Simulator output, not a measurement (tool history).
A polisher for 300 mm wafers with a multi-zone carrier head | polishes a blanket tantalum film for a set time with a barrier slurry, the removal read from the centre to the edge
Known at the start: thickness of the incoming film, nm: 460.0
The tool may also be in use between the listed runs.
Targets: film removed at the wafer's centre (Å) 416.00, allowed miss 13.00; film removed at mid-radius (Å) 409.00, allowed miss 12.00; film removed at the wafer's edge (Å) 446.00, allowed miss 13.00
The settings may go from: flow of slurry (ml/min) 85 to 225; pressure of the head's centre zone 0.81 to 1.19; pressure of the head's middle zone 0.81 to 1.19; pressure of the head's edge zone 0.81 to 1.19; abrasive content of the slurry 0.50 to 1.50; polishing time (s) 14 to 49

run,hour,flow of slurry (ml/min),pressure of the head's centre zone,pressure of the head's middle zone,pressure of the head's edge zone,abrasive content of the slurry,polishing time (s),film removed at the wafer's centre (Å),film removed at mid-radius (Å),film removed at the wafer's edge (Å)
1,0.0,145,1.00,1.00,1.00,1.00,31,694.26,700.27,707.88
2,4.6,135,0.98,0.97,0.97,0.90,30,635.36,624.45,658.84
3,12.7,135,0.97,0.97,0.95,0.80,28,550.31,564.20,574.87
4,19.0,135,0.88,0.97,0.95,0.80,28,511.98,553.29,580.13
5,25.0,135,0.88,0.97,0.95,0.80,31,570.10,619.29,633.72
6,30.6,135,0.88,1.03,0.95,0.80,31,567.34,648.88,627.80
7,39.2,130,0.89,0.99,0.93,0.75,30,537.71,582.73,585.28
8,47.7,125,0.88,0.97,0.91,0.70,30,507.98,557.43,573.47
9,48.8,125,0.90,0.95,0.89,0.65,29,484.93,512.71,523.97
10,55.3,120,0.90,0.93,0.87,0.60,29,462.53,483.00,493.32
11,58.5,115,0.90,0.91,0.86,0.60,29,460.40,467.69,486.19
12,66.6,110,0.89,0.90,0.85,0.60,29,456.35,462.75,477.09
13,73.9,110,0.89,0.90,0.85,0.60,29,449.76,457.75,485.07
14,75.9,105,0.89,0.89,0.84,0.60,29,447.92,456.62,475.46
15,78.9,100,0.88,0.87,0.83,0.60,29,436.03,445.25,476.36
16,83.0,100,0.88,0.86,0.83,0.60,29,441.69,437.82,476.57

4 next moves are on the table. One of them brings every result within its allowed miss. Which?
A,87.1,85,0.90,0.85,0.82,0.50,31,?,?,?
B,87.1,120,1.12,0.92,0.81,0.50,29,?,?,?
C,87.1,105,0.91,0.84,0.81,0.60,26,?,?,?
D,87.1,110,0.91,0.95,0.81,0.50,29,?,?,?

move,film removed at the wafer's centre (Å),film removed at mid-radius (Å),film removed at the wafer's edge (Å)
A,421.93,410.57,435.13
B,518.03,431.18,420.55
C,414.62,393.74,414.25
D,419.02,436.46,416.39
A: meets every target
B: further off than the last run
C: takes the result that was furthest off past its target
D: as far off as the last run
Move A is the one to make.
